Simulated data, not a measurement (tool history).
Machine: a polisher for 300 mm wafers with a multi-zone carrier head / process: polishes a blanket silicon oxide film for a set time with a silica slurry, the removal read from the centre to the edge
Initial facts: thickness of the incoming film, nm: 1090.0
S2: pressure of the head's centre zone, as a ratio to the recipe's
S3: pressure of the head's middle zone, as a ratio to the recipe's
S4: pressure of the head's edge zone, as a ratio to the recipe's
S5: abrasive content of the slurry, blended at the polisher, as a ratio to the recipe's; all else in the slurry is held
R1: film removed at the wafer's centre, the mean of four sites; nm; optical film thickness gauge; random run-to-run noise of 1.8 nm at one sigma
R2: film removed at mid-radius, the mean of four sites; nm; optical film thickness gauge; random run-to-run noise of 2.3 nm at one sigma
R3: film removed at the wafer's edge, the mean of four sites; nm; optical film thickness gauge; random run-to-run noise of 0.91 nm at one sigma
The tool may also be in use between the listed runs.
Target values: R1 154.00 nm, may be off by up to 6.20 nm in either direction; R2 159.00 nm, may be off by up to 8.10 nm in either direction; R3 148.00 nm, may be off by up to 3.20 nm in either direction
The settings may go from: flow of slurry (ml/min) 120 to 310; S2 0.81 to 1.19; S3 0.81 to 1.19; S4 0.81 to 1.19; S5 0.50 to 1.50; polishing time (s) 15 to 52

{"run": 1, "day": 0.0, "flow of slurry (ml/min)": 200, "S2": 1.0, "S3": 1.0, "S4": 1.0, "S5": 1.0, "polishing time (s)": 33, "R1": 169.97, "R2": 165.06, "R3": 170.98}
{"run": 2, "day": 0.192, "flow of slurry (ml/min)": 200, "S2": 1.0, "S3": 0.92, "S4": 1.0, "S5": 1.0, "polishing time (s)": 33, "R1": 171.86, "R2": 156.87, "R3": 171.67}
{"run": 3, "day": 0.308, "flow of slurry (ml/min)": 190, "S2": 0.99, "S3": 0.94, "S4": 0.95, "S5": 1.0, "polishing time (s)": 33, "R1": 172.25, "R2": 154.36, "R3": 165.29}
{"run": 4, "day": 0.346, "flow of slurry (ml/min)": 190, "S2": 0.99, "S3": 0.94, "S4": 0.99, "S5": 1.0, "polishing time (s)": 33, "R1": 170.87, "R2": 151.72, "R3": 169.1}
{"run": 5, "day": 0.529, "flow of slurry (ml/min)": 185, "S2": 0.97, "S3": 0.98, "S4": 0.95, "S5": 1.0, "polishing time (s)": 33, "R1": 164.21, "R2": 159.78, "R3": 165.94}
{"run": 6, "day": 0.888, "flow of slurry (ml/min)": 185, "S2": 0.94, "S3": 0.98, "S4": 0.95, "S5": 1.0, "polishing time (s)": 33, "R1": 159.96, "R2": 158.5, "R3": 166.58}
{"run": 7, "day": 1.121, "flow of slurry (ml/min)": 180, "S2": 0.94, "S3": 1.0, "S4": 0.92, "S5": 1.0, "polishing time (s)": 33, "R1": 158.68, "R2": 162.75, "R3": 161.69}
{"run": 8, "day": 1.425, "flow of slurry (ml/min)": 170, "S2": 0.94, "S3": 1.0, "S4": 0.9, "S5": 1.0, "polishing time (s)": 33, "R1": 160.11, "R2": 158.71, "R3": 160.22}
{"run": 9, "day": 1.583, "flow of slurry (ml/min)": 165, "S2": 0.94, "S3": 1.01, "S4": 0.88, "S5": 1.0, "polishing time (s)": 33, "R1": 160.52, "R2": 157.96, "R3": 157.25}
{"run": 10, "day": 1.871, "flow of slurry (ml/min)": 160, "S2": 0.93, "S3": 1.02, "S4": 0.86, "S5": 1.0, "polishing time (s)": 33, "R1": 155.59, "R2": 164.24, "R3": 155.71}
{"run": 11, "day": 2.238, "flow of slurry (ml/min)": 155, "S2": 0.93, "S3": 1.02, "S4": 0.85, "S5": 1.0, "polishing time (s)": 33, "R1": 155.94, "R2": 159.21, "R3": 155.4}
{"run": 12, "day": 2.371, "flow of slurry (ml/min)": 155, "S2": 0.93, "S3": 1.03, "S4": 0.84, "S5": 1.0, "polishing time (s)": 33, "R1": 157.13, "R2": 160.7, "R3": 154.72}
{"run": 13, "day": 2.583, "flow of slurry (ml/min)": 155, "S2": 0.93, "S3": 1.04, "S4": 0.83, "S5": 1.0, "polishing time (s)": 33, "R1": 155.82, "R2": 160.99, "R3": 154.6}
{"run": 14, "day": 2.704, "flow of slurry (ml/min)": 155, "S2": 0.93, "S3": 1.04, "S4": 0.83, "S5": 1.0, "polishing time (s)": 33, "R1": 156.34, "R2": 165.71, "R3": 153.71}
{"run": 15, "day": 2.871, "flow of slurry (ml/min)": 150, "S2": 0.93, "S3": 1.04, "S4": 0.82, "S5": 1.0, "polishing time (s)": 33, "R1": 157.79, "R2": 164.52, "R3": 151.52}

Which of these 4 next moves meets every target?
{"run": "A", "day": 3.038, "flow of slurry (ml/min)": 150, "S2": 1.12, "S3": 0.97, "S4": 0.81, "S5": 1.05, "polishing time (s)": 30, "R1": "?", "R2": "?", "R3": "?"}
{"run": "B", "day": 3.038, "flow of slurry (ml/min)": 130, "S2": 0.94, "S3": 1.04, "S4": 0.81, "S5": 0.75, "polishing time (s)": 36, "R1": "?", "R2": "?", "R3": "?"}
{"run": "C", "day": 3.038, "flow of slurry (ml/min)": 120, "S2": 0.96, "S3": 0.89, "S4": 0.84, "S5": 1.0, "polishing time (s)": 32, "R1": "?", "R2": "?", "R3": "?"}
{"run": "D", "day": 3.038, "flow of slurry (ml/min)": 120, "S2": 1.0, "S3": 0.98, "S4": 0.85, "S5": 0.9, "polishing time (s)": 32, "R1": "?", "R2": "?", "R3": "?"}

move=A R1=170.80 R2=142.27 R3=140.25
move=B R1=150.16 R2=157.68 R3=147.22
move=C R1=150.01 R2=136.47 R3=147.24
move=D R1=150.44 R2=141.78 R3=142.32
A: pushes the last run's worst result past its target
B: all results land within tolerance of their targets
C: brings the result that was furthest off to its target, and leaves another outside
D: pushes the last run's worst result past its target
The right move is B.
